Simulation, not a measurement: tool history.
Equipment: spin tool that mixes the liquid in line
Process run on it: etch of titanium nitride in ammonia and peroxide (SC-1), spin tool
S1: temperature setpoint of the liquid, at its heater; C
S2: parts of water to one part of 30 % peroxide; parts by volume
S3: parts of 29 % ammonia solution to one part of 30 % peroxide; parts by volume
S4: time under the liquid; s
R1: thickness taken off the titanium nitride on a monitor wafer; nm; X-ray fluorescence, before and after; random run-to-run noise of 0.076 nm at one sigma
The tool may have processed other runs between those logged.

| run | hour | S1 | S2 | S3 | S4 | R1 |
|---|---|---|---|---|---|---|
| 1 | 0 | 56 | 7.5 | 0.65 | 125 | 12.978 |
| 2 | 3 | 62 | 7.5 | 0.65 | 125 | 19.522 |
| 3 | 8.6 | 60 | 7.5 | 0.65 | 125 | 16.773 |
| 4 | 13.2 | 58.5 | 7.5 | 0.65 | 125 | 15.409 |
| 5 | 20.6 | 57 | 7.5 | 0.65 | 125 | 14.125 |
| 6 | 22.2 | 55.5 | 7.5 | 0.65 | 125 | 12.587 |
| 7 | 30.9 | 54.5 | 7.5 | 0.65 | 125 | 11.975 |
| 8 | 31.6 | 53.5 | 7.5 | 0.65 | 125 | 11.185 |
| 9 | 37.8 | 52.5 | 7.5 | 0.65 | 125 | 10.206 |
| 10 | 41.9 | 52 | 7.5 | 0.65 | 125 | 9.6997 |
| 11 | 50.9 | 51.5 | 7.5 | 0.65 | 125 | 9.5177 |

Expected results for the next run?
| 12 | 59.4 | 51 | 7.5 | 0.65 | 125 | ? |

R1: 9.2098 nm
